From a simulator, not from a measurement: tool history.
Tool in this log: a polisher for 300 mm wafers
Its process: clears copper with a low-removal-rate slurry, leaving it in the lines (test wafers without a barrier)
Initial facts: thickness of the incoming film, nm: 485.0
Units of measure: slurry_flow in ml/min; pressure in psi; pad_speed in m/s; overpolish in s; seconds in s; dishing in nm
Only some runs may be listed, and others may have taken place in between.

run 1 day=0 | slurry_flow=320 pressure=4 pad_speed=0.98 slurry_solids=1 overpolish=17 | seconds=114.54 dishing=44.178
run 2 day=0.067 | slurry_flow=320 pressure=4 pad_speed=1.16 slurry_solids=1 overpolish=17 | seconds=97.567 dishing=50.368
run 3 day=0.258 | slurry_flow=270 pressure=4 pad_speed=1.16 slurry_solids=1 overpolish=17 | seconds=97.955 dishing=49.901
run 4 day=0.433 | slurry_flow=270 pressure=4.2 pad_speed=1.16 slurry_solids=1 overpolish=17 | seconds=95.092 dishing=51.989
run 5 day=0.688 | slurry_flow=275 pressure=4.4 pad_speed=1.16 slurry_solids=1 overpolish=17 | seconds=90.643 dishing=54.291
run 6 day=0.75 | slurry_flow=275 pressure=4.4 pad_speed=0.92 slurry_solids=1 overpolish=17 | seconds=113.44 dishing=47.037
run 7 day=0.779 | slurry_flow=280 pressure=4.7 pad_speed=0.94 slurry_solids=1 overpolish=17 | seconds=102.63 dishing=49.028
run 8 day=0.862 | slurry_flow=285 pressure=4.9 pad_speed=0.94 slurry_solids=1 overpolish=17 | seconds=98.36 dishing=51.97

Forecast run 9:
run 9 day=1.125 | slurry_flow=290 pressure=5.1 pad_speed=0.94 slurry_solids=1 overpolish=17 | seconds=? dishing=?

{"run 9": {"seconds": 95.84, "dishing": 52.392}}
